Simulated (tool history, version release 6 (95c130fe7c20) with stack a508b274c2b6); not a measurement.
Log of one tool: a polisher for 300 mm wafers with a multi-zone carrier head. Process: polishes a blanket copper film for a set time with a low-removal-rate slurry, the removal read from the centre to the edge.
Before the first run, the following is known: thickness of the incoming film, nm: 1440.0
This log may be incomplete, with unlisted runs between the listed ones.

| run | hour | flow of slurry (ml/min) | pressure of the head's centre zone | pressure of the head's middle zone | pressure of the head's edge zone | abrasive content of the slurry | polishing time (s) | film removed at the wafer's centre (angstrom) | film removed at mid-radius (angstrom) | film removed at the wafer's edge (angstrom) |
|---|---|---|---|---|---|---|---|---|---|---|
| 1 | 0.0 | 150 | 1.00 | 1.00 | 1.00 | 1.00 | 36 | 1203.9 | 1222.3 | 1186.2 |
| 2 | 7.0 | 160 | 1.05 | 0.99 | 1.04 | 1.15 | 36 | 1323.6 | 1218.8 | 1270.7 |
| 3 | 13.6 | 170 | 1.08 | 1.02 | 1.06 | 1.25 | 36 | 1407.8 | 1322.5 | 1327.1 |
| 4 | 14.9 | 180 | 1.11 | 1.02 | 1.08 | 1.30 | 36 | 1480.3 | 1321.3 | 1350.0 |
| 5 | 22.0 | 180 | 1.11 | 1.02 | 1.13 | 1.30 | 36 | 1465.7 | 1354.5 | 1369.3 |
| 6 | 27.5 | 180 | 1.11 | 0.96 | 1.13 | 1.30 | 36 | 1453.6 | 1277.7 | 1392.2 |
| 7 | 35.2 | 190 | 1.13 | 0.97 | 1.13 | 1.35 | 36 | 1516.9 | 1312.6 | 1411.6 |

What does the tool deliver on the next run?
| 8 | 40.0 | 195 | 1.15 | 0.98 | 1.13 | 1.40 | 36 | ? | ? | ? |

Run 8 measured film removed at the wafer's centre (angstrom) 1574.2, film removed at mid-radius (angstrom) 1313.2, film removed at the wafer's edge (angstrom) 1418.0.
